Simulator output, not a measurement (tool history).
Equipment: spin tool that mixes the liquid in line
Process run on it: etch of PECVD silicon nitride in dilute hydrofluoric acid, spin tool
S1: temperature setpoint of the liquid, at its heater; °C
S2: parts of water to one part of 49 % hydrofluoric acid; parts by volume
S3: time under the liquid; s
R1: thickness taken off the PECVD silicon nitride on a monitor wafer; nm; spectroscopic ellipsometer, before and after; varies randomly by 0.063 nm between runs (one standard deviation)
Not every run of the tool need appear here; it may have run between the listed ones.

run,day,S1,S2,S3,R1
1,0,20,65,55,3.8398
2,0.338,21.5,65,55,4.2759
3,0.379,18.5,65,55,3.4223
4,0.654,18.5,65,35,2.2231
5,0.8,20.5,65,35,2.5314
6,0.917,21.5,60,35,2.9741

Predict the results of run 7:
7,1.142,22,55,35,?

For run 7 the tool returned R1 3.3389 nm.
